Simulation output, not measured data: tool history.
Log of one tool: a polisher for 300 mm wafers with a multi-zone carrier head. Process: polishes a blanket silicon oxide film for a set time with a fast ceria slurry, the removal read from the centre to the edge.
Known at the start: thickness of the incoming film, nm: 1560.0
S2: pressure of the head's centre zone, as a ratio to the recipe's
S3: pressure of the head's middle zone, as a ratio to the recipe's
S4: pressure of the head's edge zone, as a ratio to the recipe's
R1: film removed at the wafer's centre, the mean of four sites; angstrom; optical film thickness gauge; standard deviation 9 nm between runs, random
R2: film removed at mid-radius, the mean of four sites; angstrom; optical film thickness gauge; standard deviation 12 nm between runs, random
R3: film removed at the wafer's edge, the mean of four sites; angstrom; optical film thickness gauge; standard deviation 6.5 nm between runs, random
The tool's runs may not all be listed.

Run 1, day 0: flow of slurry (ml/min) 315, S2 1, S3 1, S4 1, polishing time (s) 42. Result: R1 6146.3 angstrom, R2 5793.3 angstrom, R3 5895.2 angstrom.
Run 2, day 0.204: flow of slurry (ml/min) 315, S2 1, S3 0.93, S4 1, polishing time (s) 42. Result: R1 6074.1 angstrom, R2 5508.8 angstrom, R3 5923 angstrom.
Run 3, day 0.462: flow of slurry (ml/min) 320, S2 1, S3 0.97, S4 1.02, polishing time (s) 45. Result: R1 6600.7 angstrom, R2 6088.3 angstrom, R3 6508 angstrom.
Run 4, day 0.608: flow of slurry (ml/min) 325, S2 1.01, S3 1.02, S4 1.04, polishing time (s) 46. Result: R1 6689.8 angstrom, R2 6668 angstrom, R3 6528.6 angstrom.
Run 5, day 0.946: flow of slurry (ml/min) 325, S2 1.01, S3 1.02, S4 1.04, polishing time (s) 50. Result: R1 7339 angstrom, R2 7373.1 angstrom, R3 7206.7 angstrom.
Run 6, day 1.312: flow of slurry (ml/min) 330, S2 1.02, S3 1.02, S4 1.06, polishing time (s) 51. Result: R1 7596.7 angstrom, R2 7453.7 angstrom, R3 7432.2 angstrom.
Run 7, day 1.517: flow of slurry (ml/min) 330, S2 1.03, S3 1.03, S4 1.07, polishing time (s) 52. Result: R1 7558.7 angstrom, R2 7580.2 angstrom, R3 7659.1 angstrom.

The next listed run, before its measurement:
Run 8, day 1.862: flow of slurry (ml/min) 335, S2 1.04, S3 1.04, S4 1.06, polishing time (s) 52. Result: R1 ?, R2 ?, R3 ?.

{"run 8": {"R1": 7843.7, "R2": 7627, "R3": 7543}}

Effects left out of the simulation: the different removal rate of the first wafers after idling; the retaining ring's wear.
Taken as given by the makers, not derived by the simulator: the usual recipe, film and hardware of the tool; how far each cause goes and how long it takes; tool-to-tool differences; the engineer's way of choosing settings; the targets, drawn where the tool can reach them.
